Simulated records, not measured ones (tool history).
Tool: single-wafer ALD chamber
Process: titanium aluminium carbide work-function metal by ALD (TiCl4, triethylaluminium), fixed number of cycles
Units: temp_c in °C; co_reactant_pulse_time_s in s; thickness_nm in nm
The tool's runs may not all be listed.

run	hour	temp_c	co_reactant_pulse_time_s	thickness_nm
1	0	300	9.89	1.5677
2	2.4	300	12.59	1.6991
3	4.3	295	11.26	1.6024
4	7.8	300	11.26	1.6479
5	10.8	306	11.26	1.6976
# hour 14.5: triethylaluminium bottle replaced
6	14.5	306	9.72	1.8188
7	20.9	306	9.72	1.8103
8	24.4	300	9.92	1.7647
9	32.6	300	9.92	1.7616
10	37.6	295	11.54	1.7608
11	39.1	303	9.45	1.773
12	41	291	6.29	1.4386
13	48.2	290	6.23	1.4267
14	57.1	289	6.18	1.4051

The next listed run, before its measurement:
15	65.7	288	6.15	?

{"run 15": {"thickness_nm": 1.3968}}

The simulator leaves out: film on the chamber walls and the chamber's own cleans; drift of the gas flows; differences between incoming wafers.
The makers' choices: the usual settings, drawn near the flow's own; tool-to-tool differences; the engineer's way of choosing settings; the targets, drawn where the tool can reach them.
